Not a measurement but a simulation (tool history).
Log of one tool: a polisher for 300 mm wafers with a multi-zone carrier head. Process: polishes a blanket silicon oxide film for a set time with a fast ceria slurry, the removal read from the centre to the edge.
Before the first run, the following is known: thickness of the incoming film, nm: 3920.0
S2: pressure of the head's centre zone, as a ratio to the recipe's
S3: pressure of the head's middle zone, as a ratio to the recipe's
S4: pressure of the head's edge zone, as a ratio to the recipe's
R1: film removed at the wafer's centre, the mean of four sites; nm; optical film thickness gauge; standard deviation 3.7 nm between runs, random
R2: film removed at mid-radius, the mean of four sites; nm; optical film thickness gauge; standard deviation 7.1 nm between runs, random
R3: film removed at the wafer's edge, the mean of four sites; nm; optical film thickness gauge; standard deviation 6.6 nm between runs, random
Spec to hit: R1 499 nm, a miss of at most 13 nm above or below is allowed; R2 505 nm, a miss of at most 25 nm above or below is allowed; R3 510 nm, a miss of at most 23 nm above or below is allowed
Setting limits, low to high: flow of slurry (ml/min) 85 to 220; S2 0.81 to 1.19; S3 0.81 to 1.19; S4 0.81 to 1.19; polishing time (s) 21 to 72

Run 1, day 0: flow of slurry (ml/min) 140, S2 1, S3 1, S4 1, polishing time (s) 46. Result: R1 623.15 nm, R2 607.91 nm, R3 615.04 nm.
Run 2, day 0.312: flow of slurry (ml/min) 130, S2 0.98, S3 0.98, S4 0.96, polishing time (s) 45. Result: R1 583.4 nm, R2 595.42 nm, R3 587.15 nm.
Run 3, day 0.579: flow of slurry (ml/min) 125, S2 0.98, S3 0.96, S4 0.95, polishing time (s) 44. Result: R1 570.32 nm, R2 567.5 nm, R3 575.1 nm.
Run 4, day 0.762: flow of slurry (ml/min) 125, S2 0.98, S3 0.96, S4 0.92, polishing time (s) 44. Result: R1 569.39 nm, R2 566.73 nm, R3 553.78 nm.
Run 5, day 0.979: flow of slurry (ml/min) 120, S2 0.97, S3 0.94, S4 0.91, polishing time (s) 43. Result: R1 539.35 nm, R2 523.38 nm, R3 526.68 nm.
Run 6, day 1.238: flow of slurry (ml/min) 115, S2 0.96, S3 0.94, S4 0.91, polishing time (s) 43. Result: R1 532.63 nm, R2 531.16 nm, R3 533.7 nm.
Run 7, day 1.588: flow of slurry (ml/min) 110, S2 0.95, S3 0.93, S4 0.9, polishing time (s) 43. Result: R1 525.66 nm, R2 531.32 nm, R3 545.83 nm.
Run 8, day 1.7: flow of slurry (ml/min) 110, S2 0.95, S3 0.93, S4 0.88, polishing time (s) 43. Result: R1 523.17 nm, R2 518.46 nm, R3 521.11 nm.
Run 9, day 1.892: flow of slurry (ml/min) 110, S2 0.95, S3 0.93, S4 0.88, polishing time (s) 43. Result: R1 523.51 nm, R2 533.52 nm, R3 534.05 nm.
Run 10, day 1.921: flow of slurry (ml/min) 105, S2 0.95, S3 0.92, S4 0.87, polishing time (s) 43. Result: R1 522.45 nm, R2 511.38 nm, R3 515.85 nm.

Exercise: of the 4 proposed moves below, exactly one satisfies all targets within the stated allowed misses. Which move is it?
Run A, day 1.95: flow of slurry (ml/min) 85, S2 0.99, S3 0.9, S4 0.83, polishing time (s) 45. Result: R1 ?, R2 ?, R3 ?.
Run B, day 1.95: flow of slurry (ml/min) 120, S2 0.94, S3 0.93, S4 0.9, polishing time (s) 41. Result: R1 ?, R2 ?, R3 ?.
Run C, day 1.95: flow of slurry (ml/min) 110, S2 0.97, S3 0.92, S4 0.84, polishing time (s) 43. Result: R1 ?, R2 ?, R3 ?.
Run D, day 1.95: flow of slurry (ml/min) 110, S2 1.11, S3 1.03, S4 0.93, polishing time (s) 40. Result: R1 ?, R2 ?, R3 ?.

move      R1      R2      R3
   A  539.18  514.58  505.25
   B  501.94  513.17  498.62
   C  533.92  525.43   501.6
   D  569.34  535.23  488.03
A: its largest miss is bigger than the last run's
B: meets every target
C: its largest miss is bigger than the last run's
D: its largest miss is bigger than the last run's
So the answer is move B, the one that meets all the targets.

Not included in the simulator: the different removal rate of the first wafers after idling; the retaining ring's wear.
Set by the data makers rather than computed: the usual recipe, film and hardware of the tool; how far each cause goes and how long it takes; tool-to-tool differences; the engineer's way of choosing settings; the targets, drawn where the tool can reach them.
